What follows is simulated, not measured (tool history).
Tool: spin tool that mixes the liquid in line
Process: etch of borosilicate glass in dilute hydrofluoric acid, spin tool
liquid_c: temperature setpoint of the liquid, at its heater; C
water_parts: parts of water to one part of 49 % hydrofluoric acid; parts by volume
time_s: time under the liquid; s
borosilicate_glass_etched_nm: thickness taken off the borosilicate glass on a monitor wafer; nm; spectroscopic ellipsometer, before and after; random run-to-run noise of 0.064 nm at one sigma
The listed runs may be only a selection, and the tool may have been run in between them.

{"run": 1, "hour": 0.0, "liquid_c": 23, "water_parts": 135, "time_s": 15, "borosilicate_glass_etched_nm": 3.7037}
{"run": 2, "hour": 2.8, "liquid_c": 24, "water_parts": 130, "time_s": 15, "borosilicate_glass_etched_nm": 4.0125}
{"run": 3, "hour": 11.7, "liquid_c": 24, "water_parts": 95, "time_s": 15, "borosilicate_glass_etched_nm": 5.5785}
{"run": 4, "hour": 17.7, "liquid_c": 24, "water_parts": 95, "time_s": 15, "borosilicate_glass_etched_nm": 5.7121}
{"run": 5, "hour": 22.1, "liquid_c": 21, "water_parts": 95, "time_s": 15, "borosilicate_glass_etched_nm": 5.0708}
{"run": 6, "hour": 24.5, "liquid_c": 22, "water_parts": 95, "time_s": 15, "borosilicate_glass_etched_nm": 5.2366}

Expected results for the next run?
{"run": 7, "hour": 29.2, "liquid_c": 26, "water_parts": 85, "time_s": 15, "borosilicate_glass_etched_nm": "?"}

borosilicate_glass_etched_nm: 6.9076 nm
